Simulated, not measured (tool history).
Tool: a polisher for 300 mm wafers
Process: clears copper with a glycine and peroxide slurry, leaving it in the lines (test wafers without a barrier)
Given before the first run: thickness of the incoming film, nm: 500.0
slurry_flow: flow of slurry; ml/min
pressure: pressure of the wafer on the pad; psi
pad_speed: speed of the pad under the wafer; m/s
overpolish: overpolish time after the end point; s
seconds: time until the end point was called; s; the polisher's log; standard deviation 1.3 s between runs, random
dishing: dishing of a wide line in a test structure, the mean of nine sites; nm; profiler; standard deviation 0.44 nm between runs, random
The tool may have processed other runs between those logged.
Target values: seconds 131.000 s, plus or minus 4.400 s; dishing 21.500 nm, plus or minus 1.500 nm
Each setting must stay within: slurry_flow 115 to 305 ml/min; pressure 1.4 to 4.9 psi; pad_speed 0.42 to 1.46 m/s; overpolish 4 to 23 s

{"run": 1, "day": 0.0, "slurry_flow": 195, "pressure": 3.1, "pad_speed": 0.94, "overpolish": 12, "seconds": 86.01, "dishing": 20.622}
{"run": 2, "day": 0.088, "slurry_flow": 195, "pressure": 3.1, "pad_speed": 0.94, "overpolish": 9, "seconds": 86.07, "dishing": 19.024}
{"run": 3, "day": 0.329, "slurry_flow": 195, "pressure": 3.7, "pad_speed": 0.94, "overpolish": 9, "seconds": 73.01, "dishing": 18.558}
{"run": 4, "day": 0.654, "slurry_flow": 195, "pressure": 3.7, "pad_speed": 1.06, "overpolish": 9, "seconds": 67.067, "dishing": 19.459}
{"run": 5, "day": 0.812, "slurry_flow": 195, "pressure": 3.0, "pad_speed": 1.06, "overpolish": 9, "seconds": 78.627, "dishing": 19.288}
{"run": 6, "day": 1.042, "slurry_flow": 195, "pressure": 3.0, "pad_speed": 1.06, "overpolish": 11, "seconds": 79.248, "dishing": 19.992}
{"run": 7, "day": 1.271, "slurry_flow": 190, "pressure": 2.5, "pad_speed": 1.02, "overpolish": 12, "seconds": 96.022, "dishing": 19.867}
{"run": 8, "day": 1.438, "slurry_flow": 185, "pressure": 2.2, "pad_speed": 1.02, "overpolish": 14, "seconds": 106.73, "dishing": 20.058}
{"run": 9, "day": 1.796, "slurry_flow": 185, "pressure": 2.0, "pad_speed": 1.02, "overpolish": 16, "seconds": 116.06, "dishing": 20.742}
{"run": 10, "day": 2.05, "slurry_flow": 185, "pressure": 1.9, "pad_speed": 1.02, "overpolish": 17, "seconds": 120.83, "dishing": 21.071}
{"run": 11, "day": 2.221, "slurry_flow": 175, "pressure": 1.6, "pad_speed": 1.02, "overpolish": 19, "seconds": 138.52, "dishing": 21.432}

Next run, 5 choices. One meets every target within its allowed miss, the rest don't. Which?
{"run": "A", "day": 2.392, "slurry_flow": 135, "pressure": 1.4, "pad_speed": 1.06, "overpolish": 21, "seconds": "?", "dishing": "?"}
{"run": "B", "day": 2.392, "slurry_flow": 205, "pressure": 1.6, "pad_speed": 1.06, "overpolish": 20, "seconds": "?", "dishing": "?"}
{"run": "C", "day": 2.392, "slurry_flow": 175, "pressure": 2.1, "pad_speed": 0.9, "overpolish": 20, "seconds": "?", "dishing": "?"}
{"run": "D", "day": 2.392, "slurry_flow": 175, "pressure": 1.6, "pad_speed": 0.98, "overpolish": 16, "seconds": "?", "dishing": "?"}
{"run": "E", "day": 2.392, "slurry_flow": 180, "pressure": 1.4, "pad_speed": 1.04, "overpolish": 23, "seconds": "?", "dishing": "?"}

move=A seconds=154.410 dishing=21.350
move=B seconds=129.850 dishing=21.411
move=C seconds=121.950 dishing=21.440
move=D seconds=140.580 dishing=20.476
move=E seconds=147.860 dishing=21.898
A: lands further from the targets than the last run did
B: meets every target
C: takes the result that was furthest off past its target
D: lands further from the targets than the last run did
E: lands further from the targets than the last run did
B is the move that brings every result within its allowed miss.
